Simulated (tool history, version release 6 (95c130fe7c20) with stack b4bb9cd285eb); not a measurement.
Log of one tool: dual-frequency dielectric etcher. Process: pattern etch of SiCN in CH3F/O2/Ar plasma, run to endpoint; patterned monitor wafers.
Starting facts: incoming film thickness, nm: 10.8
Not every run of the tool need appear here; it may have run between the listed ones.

{"run": 1, "hour": 0.0, "source power (W)": 430, "bias power (W)": 100, "endpoint time (s)": 22.94}
{"run": 2, "hour": 4.5, "source power (W)": 430, "bias power (W)": 91, "endpoint time (s)": 23.828}
{"run": 3, "hour": 10.7, "source power (W)": 470, "bias power (W)": 92, "endpoint time (s)": 22.751}
{"run": 4, "hour": 12.3, "source power (W)": 470, "bias power (W)": 79, "endpoint time (s)": 23.8}
{"run": 5, "hour": 16.5, "source power (W)": 470, "bias power (W)": 72, "endpoint time (s)": 24.51}
{"run": 6, "hour": 19.7, "source power (W)": 510, "bias power (W)": 75, "endpoint time (s)": 23.385}
{"run": 7, "hour": 22.5, "source power (W)": 540, "bias power (W)": 78, "endpoint time (s)": 22.401}

Run 8 has not been measured yet. What should we expect?
{"run": 8, "hour": 28.9, "source power (W)": 610, "bias power (W)": 83, "endpoint time (s)": "?"}

endpoint time (s): 21.113
